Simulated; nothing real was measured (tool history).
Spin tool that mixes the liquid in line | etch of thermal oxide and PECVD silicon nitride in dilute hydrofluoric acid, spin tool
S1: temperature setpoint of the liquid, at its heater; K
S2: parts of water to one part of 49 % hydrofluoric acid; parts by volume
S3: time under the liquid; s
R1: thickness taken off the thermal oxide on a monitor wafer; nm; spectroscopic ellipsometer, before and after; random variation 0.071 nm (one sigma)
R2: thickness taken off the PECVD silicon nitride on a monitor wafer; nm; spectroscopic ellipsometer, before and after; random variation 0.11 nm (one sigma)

Run 1, hour 0.0: S1 294.15 K, S2 45 parts by volume, S3 180 s. Result: R1 18.864 nm, R2 13.561 nm.
Run 2, hour 4.5: S1 294.65 K, S2 45 parts by volume, S3 180 s. Result: R1 19.310 nm, R2 13.849 nm.
Run 3, hour 9.4: S1 295.15 K, S2 45 parts by volume, S3 180 s. Result: R1 19.866 nm, R2 14.096 nm.
Run 4, hour 13.9: S1 294.15 K, S2 45 parts by volume, S3 180 s. Result: R1 19.086 nm, R2 13.327 nm.
Run 5, hour 17.8: S1 294.65 K, S2 50 parts by volume, S3 180 s. Result: R1 17.296 nm, R2 12.662 nm.
Run 6, hour 19.0: S1 296.65 K, S2 50 parts by volume, S3 180 s. Result: R1 18.714 nm, R2 14.368 nm.
Run 7, hour 27.9: S1 296.15 K, S2 55 parts by volume, S3 185 s. Result: R1 17.132 nm, R2 12.816 nm.

Run 8 comes next. What will it give?
Run 8, hour 34.2: S1 297.65 K, S2 60 parts by volume, S3 185 s. Result: R1 ?, R2 ?.

Run 8 gave R1 16.545 nm, R2 13.211 nm.
